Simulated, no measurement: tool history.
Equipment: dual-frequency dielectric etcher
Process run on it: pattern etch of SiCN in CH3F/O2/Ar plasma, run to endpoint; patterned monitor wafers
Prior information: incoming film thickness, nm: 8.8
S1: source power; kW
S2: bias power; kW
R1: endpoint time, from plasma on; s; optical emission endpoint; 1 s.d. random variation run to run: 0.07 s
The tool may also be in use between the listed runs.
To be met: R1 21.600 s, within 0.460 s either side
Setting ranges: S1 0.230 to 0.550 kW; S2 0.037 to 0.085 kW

| run | hour | S1 | S2 | R1 |
|---|---|---|---|---|
| 1 | 0.0 | 0.390 | 0.061 | 23.793 |
| 2 | 8.6 | 0.320 | 0.061 | 24.850 |
| 3 | 11.7 | 0.320 | 0.052 | 26.685 |
| 4 | 19.5 | 0.360 | 0.055 | 25.166 |
| 5 | 23.8 | 0.360 | 0.064 | 23.632 |
| 6 | 31.4 | 0.420 | 0.064 | 22.708 |
| 7 | 37.8 | 0.430 | 0.064 | 22.634 |
| 8 | 41.7 | 0.440 | 0.065 | 22.226 |
| 9 | 44.0 | 0.450 | 0.065 | 22.160 |

Which of these 5 next moves meets every target?
| A | 46.3 | 0.430 | 0.070 | ? |
| B | 46.3 | 0.480 | 0.071 | ? |
| C | 46.3 | 0.400 | 0.066 | ? |
| D | 46.3 | 0.440 | 0.063 | ? |
| E | 46.3 | 0.470 | 0.060 | ? |

| move | R1 |
|---|---|
| A | 21.677 |
| B | 20.883 |
| C | 22.682 |
| D | 22.527 |
| E | 22.566 |
A: all results in spec
B: takes the biggest miss from the last run beyond its target
C: moves away from the targets compared with the last run
D: moves away from the targets compared with the last run
E: moves away from the targets compared with the last run
A meets every target.
